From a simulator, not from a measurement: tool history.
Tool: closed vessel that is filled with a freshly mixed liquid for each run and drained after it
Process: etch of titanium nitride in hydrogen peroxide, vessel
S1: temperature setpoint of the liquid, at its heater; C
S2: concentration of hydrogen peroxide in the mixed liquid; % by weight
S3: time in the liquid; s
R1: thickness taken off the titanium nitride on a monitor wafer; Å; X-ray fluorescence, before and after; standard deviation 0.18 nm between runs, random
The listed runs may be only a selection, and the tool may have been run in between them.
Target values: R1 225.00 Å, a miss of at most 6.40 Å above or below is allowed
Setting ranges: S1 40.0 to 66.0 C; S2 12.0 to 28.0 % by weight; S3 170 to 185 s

run 1 hour=0.0 | S1=56.0 S2=19.0 S3=170 | R1=107.19
run 2 hour=2.4 | S1=59.5 S2=19.0 S3=170 | R1=137.06
run 3 hour=11.1 | S1=60.5 S2=19.0 S3=170 | R1=146.84
run 4 hour=13.8 | S1=60.5 S2=17.5 S3=170 | R1=141.70
run 5 hour=15.0 | S1=61.0 S2=18.0 S3=170 | R1=150.13
run 6 hour=22.9 | S1=61.0 S2=16.5 S3=170 | R1=146.94
run 7 hour=29.3 | S1=61.0 S2=16.5 S3=170 | R1=145.72
run 8 hour=38.6 | S1=61.5 S2=17.0 S3=170 | R1=153.27
run 9 hour=43.9 | S1=62.0 S2=17.5 S3=170 | R1=157.60
run 10 hour=51.1 | S1=62.0 S2=17.5 S3=170 | R1=159.44
run 11 hour=52.6 | S1=62.0 S2=17.5 S3=170 | R1=156.52
run 12 hour=61.7 | S1=62.5 S2=18.0 S3=170 | R1=164.12

Below are 5 possible settings for the next run. Only one of them brings all results inside the allowed miss of their targets. Which is it?
run A hour=70.8 | S1=64.5 S2=17.5 S3=185 | R1=?
run B hour=70.8 | S1=66.0 S2=16.5 S3=185 | R1=?
run C hour=70.8 | S1=63.5 S2=24.5 S3=185 | R1=?
run D hour=70.8 | S1=64.0 S2=23.0 S3=185 | R1=?
run E hour=70.8 | S1=65.0 S2=18.0 S3=185 | R1=?

move=A R1=204.00
move=B R1=222.39
move=C R1=205.21
move=D R1=209.26
move=E R1=212.11
A: better than the last run, though not everything is in spec
B: meets every target
C: better than the last run, though not everything is in spec
D: better than the last run, though not everything is in spec
E: better than the last run, though not everything is in spec
B is the move that brings every result within its allowed miss.
